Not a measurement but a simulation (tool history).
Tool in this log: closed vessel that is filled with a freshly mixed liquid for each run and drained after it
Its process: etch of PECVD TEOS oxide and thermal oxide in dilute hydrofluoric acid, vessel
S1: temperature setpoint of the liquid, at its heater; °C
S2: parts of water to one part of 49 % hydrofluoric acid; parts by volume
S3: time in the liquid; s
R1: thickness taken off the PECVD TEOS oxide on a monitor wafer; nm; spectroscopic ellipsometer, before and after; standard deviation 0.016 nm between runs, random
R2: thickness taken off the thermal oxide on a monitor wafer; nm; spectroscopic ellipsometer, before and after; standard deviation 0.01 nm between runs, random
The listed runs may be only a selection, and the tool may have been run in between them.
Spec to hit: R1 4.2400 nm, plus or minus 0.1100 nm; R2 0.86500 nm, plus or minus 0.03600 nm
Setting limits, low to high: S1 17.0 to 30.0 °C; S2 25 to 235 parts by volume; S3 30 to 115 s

run 1 hour=0.0 | S1=22.0 S2=130 S3=60 | R1=9.4110 R2=1.90330
run 2 hour=1.7 | S1=21.5 S2=140 S3=60 | R1=8.4434 R2=1.74780
run 3 hour=4.5 | S1=21.0 S2=150 S3=60 | R1=7.6670 R2=1.57480
run 4 hour=9.3 | S1=20.5 S2=160 S3=60 | R1=6.9987 R2=1.41710
run 5 hour=14.9 | S1=20.0 S2=165 S3=60 | R1=6.5632 R2=1.35410
run 6 hour=19.3 | S1=20.0 S2=195 S3=60 | R1=5.4420 R2=1.12350
run 7 hour=20.4 | S1=19.5 S2=200 S3=60 | R1=5.1621 R2=1.04320
run 8 hour=22.4 | S1=19.0 S2=200 S3=60 | R1=5.1097 R2=1.00970
run 9 hour=25.7 | S1=19.0 S2=205 S3=60 | R1=4.9422 R2=1.01460
run 10 hour=33.3 | S1=19.0 S2=205 S3=60 | R1=4.8817 R2=1.00100

Of the 4 settings listed for the next run, only one would bring every result within its allowed miss of target. Which one?
run A hour=40.9 | S1=19.0 S2=200 S3=50 | R1=? R2=?
run B hour=40.9 | S1=17.0 S2=155 S3=50 | R1=? R2=?
run C hour=40.9 | S1=24.5 S2=225 S3=60 | R1=? R2=?
run D hour=40.9 | S1=20.0 S2=170 S3=50 | R1=? R2=?

move=A R1=4.2439 R2=0.86113
move=B R1=5.2788 R2=1.07110
move=C R1=5.4282 R2=1.10140
move=D R1=5.3483 R2=1.08520
A: all results in spec
B: moves away from the targets compared with the last run
C: moves away from the targets compared with the last run
D: moves away from the targets compared with the last run
Go with A: it meets all targets.

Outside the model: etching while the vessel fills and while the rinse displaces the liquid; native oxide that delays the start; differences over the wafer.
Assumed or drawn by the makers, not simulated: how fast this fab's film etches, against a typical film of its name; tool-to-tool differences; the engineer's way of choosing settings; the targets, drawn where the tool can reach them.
